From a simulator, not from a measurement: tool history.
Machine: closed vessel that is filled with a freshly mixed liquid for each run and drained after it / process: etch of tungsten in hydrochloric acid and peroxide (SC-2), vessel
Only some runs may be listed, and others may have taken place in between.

run  hour  temperature setpoint of the liquid (K)  parts of water to one part each of 37 % hydrochloric acid and 30 % peroxide (parts by volume)  time in the liquid (s)  thickness taken off the tungsten on a monitor wafer (Å)
  1   0.0                                  334.15                                                                                            7.5                      35                                                   229.51
  2   4.1                                  334.15                                                                                            9.0                      35                                                   205.24
  3  11.3                                  334.15                                                                                            7.0                      35                                                   243.79
  4  20.1                                  334.15                                                                                            7.0                      35                                                   245.03
  5  27.7                                  334.15                                                                                            7.0                      30                                                   209.44
  6  33.3                                  337.15                                                                                            7.0                      30                                                   249.72
  7  35.3                                  339.15                                                                                            6.5                      30                                                   301.55
  8  38.0                                  340.65                                                                                            6.5                      30                                                   327.71
  9  43.7                                  341.65                                                                                            6.5                      30                                                   355.92

Forecast run 10:
 10  51.5                                  341.65                                                                                            6.5                      30                                                        ?

Run 10 measured thickness taken off the tungsten on a monitor wafer (Å) 361.23.
